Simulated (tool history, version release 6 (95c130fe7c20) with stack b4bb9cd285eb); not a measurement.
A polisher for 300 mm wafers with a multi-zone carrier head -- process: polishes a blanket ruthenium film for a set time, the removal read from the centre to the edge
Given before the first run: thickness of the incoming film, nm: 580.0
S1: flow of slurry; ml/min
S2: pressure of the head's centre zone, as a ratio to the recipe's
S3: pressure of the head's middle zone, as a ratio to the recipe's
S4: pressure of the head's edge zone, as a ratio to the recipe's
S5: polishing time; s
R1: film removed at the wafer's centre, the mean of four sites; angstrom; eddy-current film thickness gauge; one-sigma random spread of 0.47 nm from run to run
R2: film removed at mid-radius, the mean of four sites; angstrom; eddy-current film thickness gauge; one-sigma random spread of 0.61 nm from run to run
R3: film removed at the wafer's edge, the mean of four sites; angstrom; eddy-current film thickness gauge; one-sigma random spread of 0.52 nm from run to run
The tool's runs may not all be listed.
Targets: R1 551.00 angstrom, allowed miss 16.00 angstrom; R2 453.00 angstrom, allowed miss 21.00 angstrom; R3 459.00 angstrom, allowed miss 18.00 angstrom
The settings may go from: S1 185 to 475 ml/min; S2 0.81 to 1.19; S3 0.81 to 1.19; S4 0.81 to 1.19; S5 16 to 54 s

| run | hour | S1 | S2 | S3 | S4 | S5 | R1 | R2 | R3 |
|---|---|---|---|---|---|---|---|---|---|
| 1 | 0.0 | 305 | 1.00 | 1.00 | 1.00 | 35 | 368.39 | 357.07 | 361.79 |
| 2 | 9.0 | 305 | 1.00 | 1.00 | 1.00 | 39 | 403.90 | 403.70 | 401.87 |
| 3 | 11.5 | 305 | 1.00 | 1.03 | 1.00 | 39 | 401.86 | 414.23 | 403.68 |
| 4 | 17.1 | 305 | 0.94 | 1.03 | 1.00 | 39 | 384.66 | 417.58 | 405.23 |
| 5 | 18.1 | 305 | 0.94 | 1.03 | 1.00 | 44 | 432.87 | 471.09 | 456.00 |
| 6 | 20.0 | 305 | 0.94 | 1.03 | 0.95 | 44 | 431.56 | 478.00 | 456.85 |
| 7 | 21.1 | 310 | 0.97 | 1.02 | 0.95 | 44 | 443.93 | 465.91 | 444.54 |
| 8 | 29.2 | 310 | 0.99 | 1.01 | 0.96 | 44 | 453.71 | 453.37 | 446.33 |
| 9 | 33.9 | 310 | 0.99 | 1.01 | 0.96 | 44 | 458.42 | 458.50 | 452.94 |
| 10 | 38.8 | 315 | 1.01 | 1.01 | 0.96 | 44 | 464.25 | 455.66 | 443.37 |
| 11 | 47.0 | 315 | 1.02 | 1.01 | 0.97 | 44 | 467.53 | 462.79 | 447.51 |
| 12 | 51.0 | 350 | 1.12 | 0.93 | 0.97 | 44 | 519.58 | 451.10 | 461.07 |
| 13 | 56.0 | 350 | 1.13 | 0.93 | 0.97 | 44 | 522.18 | 443.20 | 453.87 |

4 candidate next runs follow, results not yet known. Just one meets every target within its allowed miss. Identify it.
| A | 61.0 | 320 | 1.18 | 0.95 | 0.95 | 45 | ? | ? | ? |
| B | 61.0 | 415 | 1.15 | 1.04 | 0.92 | 45 | ? | ? | ? |
| C | 61.0 | 390 | 1.15 | 0.90 | 1.05 | 46 | ? | ? | ? |
| D | 61.0 | 360 | 1.11 | 0.98 | 1.00 | 47 | ? | ? | ? |

| move | R1 | R2 | R3 |
|---|---|---|---|
| A | 543.37 | 447.35 | 451.11 |
| B | 544.41 | 488.58 | 451.62 |
| C | 553.15 | 447.80 | 490.82 |
| D | 543.76 | 483.17 | 486.73 |
A: every result within its allowed miss
B: gets the furthest-off result to its target, but another result is out of tolerance
C: gets the furthest-off result to its target, but another result is out of tolerance
D: gets the furthest-off result to its target, but another result is out of tolerance
Move A is the one to make.
